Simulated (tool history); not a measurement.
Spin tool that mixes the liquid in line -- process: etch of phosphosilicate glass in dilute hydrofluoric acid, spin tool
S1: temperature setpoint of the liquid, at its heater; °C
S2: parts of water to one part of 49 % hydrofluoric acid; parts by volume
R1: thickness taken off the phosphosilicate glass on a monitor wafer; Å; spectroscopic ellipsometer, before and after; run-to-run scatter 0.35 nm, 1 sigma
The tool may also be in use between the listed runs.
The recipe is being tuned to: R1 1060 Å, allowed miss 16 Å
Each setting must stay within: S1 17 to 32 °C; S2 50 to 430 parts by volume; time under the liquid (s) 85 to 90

run 1 hour=0 | S1=24 S2=240 time_under_the_liquid_(s)=85 | R1=517.11
run 2 hour=5.3 | S1=26 S2=220 time_under_the_liquid_(s)=85 | R1=616.65
run 3 hour=8.6 | S1=26 S2=170 time_under_the_liquid_(s)=85 | R1=846.59
run 4 hour=13.5 | S1=26 S2=250 time_under_the_liquid_(s)=85 | R1=525.19
run 5 hour=21.4 | S1=26 S2=170 time_under_the_liquid_(s)=85 | R1=848.42
run 6 hour=25.7 | S1=26 S2=170 time_under_the_liquid_(s)=90 | R1=895.77
run 7 hour=34.7 | S1=27 S2=170 time_under_the_liquid_(s)=90 | R1=929.51
run 8 hour=40.5 | S1=28 S2=170 time_under_the_liquid_(s)=90 | R1=963.72
run 9 hour=41.9 | S1=29 S2=170 time_under_the_liquid_(s)=90 | R1=1002.7

Which of these 4 next moves meets every target?
run A hour=43.3 | S1=26 S2=160 time_under_the_liquid_(s)=85 | R1=?
run B hour=43.3 | S1=27.5 S2=155 time_under_the_liquid_(s)=90 | R1=?
run C hour=43.3 | S1=31 S2=180 time_under_the_liquid_(s)=85 | R1=?
run D hour=43.3 | S1=30.5 S2=180 time_under_the_liquid_(s)=85 | R1=?

move=A R1=906.97
move=B R1=1054.2
move=C R1=941.43
move=D R1=925.19
A: misses by more than the last run did
B: every result within its allowed miss
C: misses by more than the last run did
D: misses by more than the last run did
The right move is B.
